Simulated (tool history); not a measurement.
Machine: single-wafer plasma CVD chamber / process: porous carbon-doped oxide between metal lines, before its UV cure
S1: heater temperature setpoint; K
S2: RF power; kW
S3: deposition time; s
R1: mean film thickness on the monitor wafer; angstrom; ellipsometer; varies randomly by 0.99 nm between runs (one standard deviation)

{"run": 1, "hour": 0.0, "S1": 568.15, "S2": 0.655, "S3": 27.9, "R1": 1801.9}
{"run": 2, "hour": 3.0, "S1": 568.15, "S2": 0.58, "S3": 27.9, "R1": 1607.8}
{"run": 3, "hour": 4.1, "S1": 561.15, "S2": 0.615, "S3": 27.9, "R1": 1781.5}
{"run": 4, "hour": 12.4, "S1": 556.15, "S2": 0.635, "S3": 27.9, "R1": 1884.8}
{"run": 5, "hour": 21.4, "S1": 556.15, "S2": 0.57, "S3": 27.9, "R1": 1707.5}
{"run": 6, "hour": 26.3, "S1": 550.15, "S2": 0.57, "S3": 27.9, "R1": 1789.2}

The next listed run, before its measurement:
{"run": 7, "hour": 30.0, "S1": 548.15, "S2": 0.605, "S3": 27.9, "R1": "?"}

For run 7 the tool returned R1 1919.3 angstrom.
